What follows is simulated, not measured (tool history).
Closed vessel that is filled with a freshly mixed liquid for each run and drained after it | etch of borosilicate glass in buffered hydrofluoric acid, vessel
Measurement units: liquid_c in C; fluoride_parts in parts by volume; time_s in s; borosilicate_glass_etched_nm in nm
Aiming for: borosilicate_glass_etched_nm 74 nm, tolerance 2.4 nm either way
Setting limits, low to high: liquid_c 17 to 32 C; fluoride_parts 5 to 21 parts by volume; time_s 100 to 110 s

run  hour  liquid_c  fluoride_parts  time_s  borosilicate_glass_etched_nm
  1     0        24              13     100                        86.915
  2   1.3        27              13     100                        103.68
  3   7.2      25.5              13     100                        94.723
  4  12.2      25.5             9.5     100                        126.09
  5  15.3        27             9.5     100                        139.32
  6  20.8        27               6     100                         218.5
  7  29.4        27               6     100                         213.5
  8    33      24.5               7     100                        162.75
  9  40.3        23               8     100                        130.04
 10  45.3      21.5             8.5     100                        112.78
 11  49.8      20.5               9     100                        99.855
     53.9  -- thermometer replaced
 12  53.9      19.5               9     100                        106.81
 13  57.5      19.5               9     100                        105.52
 14  62.4        17            12.5     100                        67.587

Of the 5 settings listed for the next run, only one would bring every result within its allowed miss of target. Which one?
  A  67.3        20              13     100                             ?
  B  67.3        17              12     105                             ?
  C  67.3        17            11.5     105                             ?
  D  67.3      18.5            14.5     105                             ?
  E  67.3        23            17.5     100                             ?

move  borosilicate_glass_etched_nm
   A                        77.068
   B                        74.197
   C                        77.394
   D                        66.852
   E                        67.589
A: takes the result that was furthest off past its target
B: hits every target within its allowed miss
C: takes the result that was furthest off past its target
D: misses by more than the last run did
E: no nearer and no further than the last run
Correct choice: B, which meets every target
